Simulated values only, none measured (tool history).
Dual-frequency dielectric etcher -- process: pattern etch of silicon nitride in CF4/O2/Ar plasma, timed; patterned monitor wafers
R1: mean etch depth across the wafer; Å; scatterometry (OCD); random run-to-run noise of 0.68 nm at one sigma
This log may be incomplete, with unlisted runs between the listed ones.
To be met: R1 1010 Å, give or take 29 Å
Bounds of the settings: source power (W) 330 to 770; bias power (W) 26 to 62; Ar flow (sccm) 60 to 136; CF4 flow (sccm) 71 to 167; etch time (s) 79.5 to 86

Run 1, hour 0: source power (W) 550, bias power (W) 44, Ar flow (sccm) 98, CF4 flow (sccm) 119, etch time (s) 86. Result: R1 1613.1 Å.
Run 2, hour 5: source power (W) 550, bias power (W) 44, Ar flow (sccm) 98, CF4 flow (sccm) 134, etch time (s) 86. Result: R1 1643.6 Å.
Run 3, hour 12.5: source power (W) 500, bias power (W) 41, Ar flow (sccm) 100, CF4 flow (sccm) 131, etch time (s) 85. Result: R1 1441.2 Å.
Run 4, hour 14.8: source power (W) 410, bias power (W) 41, Ar flow (sccm) 100, CF4 flow (sccm) 131, etch time (s) 85. Result: R1 1181.9 Å.
Run 5, hour 23.3: source power (W) 460, bias power (W) 41, Ar flow (sccm) 100, CF4 flow (sccm) 131, etch time (s) 85. Result: R1 1327.5 Å.
Run 6, hour 28.2: source power (W) 460, bias power (W) 36, Ar flow (sccm) 100, CF4 flow (sccm) 131, etch time (s) 85. Result: R1 1284.2 Å.
Run 7, hour 31: source power (W) 350, bias power (W) 31, Ar flow (sccm) 104, CF4 flow (sccm) 126, etch time (s) 83.5. Result: R1 886.81 Å.
Run 8, hour 38.9: source power (W) 360, bias power (W) 31, Ar flow (sccm) 104, CF4 flow (sccm) 126, etch time (s) 83.5. Result: R1 910.47 Å.
Run 9, hour 41.6: source power (W) 370, bias power (W) 31, Ar flow (sccm) 104, CF4 flow (sccm) 126, etch time (s) 83.5. Result: R1 940.09 Å.
At hour 45.9: bias power generator calibrated.
Run 10, hour 45.9: source power (W) 420, bias power (W) 32, Ar flow (sccm) 104, CF4 flow (sccm) 126, etch time (s) 83.5. Result: R1 1099.2 Å.
Run 11, hour 51.3: source power (W) 410, bias power (W) 32, Ar flow (sccm) 104, CF4 flow (sccm) 126, etch time (s) 83.5. Result: R1 1070 Å.
Run 12, hour 59.8: source power (W) 400, bias power (W) 32, Ar flow (sccm) 104, CF4 flow (sccm) 126, etch time (s) 83.5. Result: R1 1039.8 Å.

4 candidate next runs follow, results not yet known. Just one meets every target within its allowed miss. Identify it.
Run A, hour 68.3: source power (W) 430, bias power (W) 30, Ar flow (sccm) 107, CF4 flow (sccm) 125, etch time (s) 80.5. Result: R1 ?.
Run B, hour 68.3: source power (W) 420, bias power (W) 26, Ar flow (sccm) 76, CF4 flow (sccm) 129, etch time (s) 84. Result: R1 ?.
Run C, hour 68.3: source power (W) 400, bias power (W) 35, Ar flow (sccm) 106, CF4 flow (sccm) 129, etch time (s) 82.5. Result: R1 ?.
Run D, hour 68.3: source power (W) 360, bias power (W) 45, Ar flow (sccm) 106, CF4 flow (sccm) 141, etch time (s) 79.5. Result: R1 ?.

move      R1
   A  1055.4
   B  1080.3
   C  1060.5
   D  1007.9
A: the biggest miss grows against the last run
B: the biggest miss grows against the last run
C: the biggest miss grows against the last run
D: all results in spec
Go with D: it meets all targets.
